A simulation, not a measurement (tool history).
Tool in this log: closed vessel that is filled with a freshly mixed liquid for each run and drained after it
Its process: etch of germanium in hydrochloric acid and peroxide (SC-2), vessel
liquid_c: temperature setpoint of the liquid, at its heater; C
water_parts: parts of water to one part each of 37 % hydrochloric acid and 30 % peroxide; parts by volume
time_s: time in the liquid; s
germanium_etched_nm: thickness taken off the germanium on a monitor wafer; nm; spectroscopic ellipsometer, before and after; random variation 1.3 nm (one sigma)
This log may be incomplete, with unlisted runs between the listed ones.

{"run": 1, "hour": 0.0, "liquid_c": 47.0, "water_parts": 7.5, "time_s": 90, "germanium_etched_nm": 178.84}
{"run": 2, "hour": 8.1, "liquid_c": 47.5, "water_parts": 7.5, "time_s": 90, "germanium_etched_nm": 178.36}
{"run": 3, "hour": 13.4, "liquid_c": 42.5, "water_parts": 7.5, "time_s": 90, "germanium_etched_nm": 153.51}
{"run": 4, "hour": 20.3, "liquid_c": 42.5, "water_parts": 10.0, "time_s": 90, "germanium_etched_nm": 150.34}
{"run": 5, "hour": 23.4, "liquid_c": 42.5, "water_parts": 10.0, "time_s": 90, "germanium_etched_nm": 150.52}
{"run": 6, "hour": 32.1, "liquid_c": 42.5, "water_parts": 11.5, "time_s": 90, "germanium_etched_nm": 149.76}
{"run": 7, "hour": 40.1, "liquid_c": 42.5, "water_parts": 11.5, "time_s": 90, "germanium_etched_nm": 147.15}

The next listed run, before its measurement:
{"run": 8, "hour": 45.3, "liquid_c": 44.5, "water_parts": 11.5, "time_s": 90, "germanium_etched_nm": "?"}

{"run 8": {"germanium_etched_nm": 157.84}}

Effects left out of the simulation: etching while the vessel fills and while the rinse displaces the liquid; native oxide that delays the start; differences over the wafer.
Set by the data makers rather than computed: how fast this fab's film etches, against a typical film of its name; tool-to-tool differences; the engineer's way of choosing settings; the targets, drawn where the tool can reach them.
